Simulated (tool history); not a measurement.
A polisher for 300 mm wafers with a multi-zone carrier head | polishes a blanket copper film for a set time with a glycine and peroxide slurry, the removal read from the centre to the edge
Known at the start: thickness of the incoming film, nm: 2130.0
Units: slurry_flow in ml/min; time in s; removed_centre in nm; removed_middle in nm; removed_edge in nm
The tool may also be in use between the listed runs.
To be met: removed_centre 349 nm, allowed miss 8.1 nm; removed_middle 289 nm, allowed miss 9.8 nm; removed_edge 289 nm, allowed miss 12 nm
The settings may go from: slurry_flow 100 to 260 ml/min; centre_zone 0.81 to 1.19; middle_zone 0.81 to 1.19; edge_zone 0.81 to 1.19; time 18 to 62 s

run  hour  slurry_flow  centre_zone  middle_zone  edge_zone  time  removed_centre  removed_middle  removed_edge
  1     0          165            1            1          1    40          287.86          279.26        285.03
  2   4.4          165            1            1       1.08    40          287.93          270.99        297.02
  3   7.9          180         1.02            1       1.06    40          302.15          279.39        295.24
  4   8.5          190         1.03         0.99       1.05    40          308.86          284.92        303.02
  5  12.1          195         1.05         0.98       1.03    40          319.39          280.61        292.52
  6    16          200         1.06         0.98       1.02    40          319.39          276.04        296.45
  7  16.6          205         1.07         0.99          1    40          325.06          287.07        303.78
  8  24.3          210         1.09         0.99       0.97    40          328.69          287.93        296.93
  9  32.2          215          1.1         0.99       0.95    40          335.18          287.25        285.79

Which of these 5 next moves meets every target?
  A  40.1          230         1.17         1.01       0.99    39               ?               ?             ?
  B  40.1          230         1.18         0.95       0.93    40               ?               ?             ?
  C  40.1          210         1.11         0.99       0.99    38               ?               ?             ?
  D  40.1          245         1.03         0.94       0.96    40               ?               ?             ?
  E  40.1          195         1.09         1.05       0.97    40               ?               ?             ?

move  removed_centre  removed_middle  removed_edge
   A          351.67          291.43        286.15
   B          363.65          285.66        286.52
   C          320.39          276.34        276.24
   D          319.96          285.96        291.91
   E          327.11          300.61         285.8
A: meets every target
B: takes the result that was furthest off past its target
C: further off than the last run
D: further off than the last run
E: further off than the last run
Move A is the one to make.
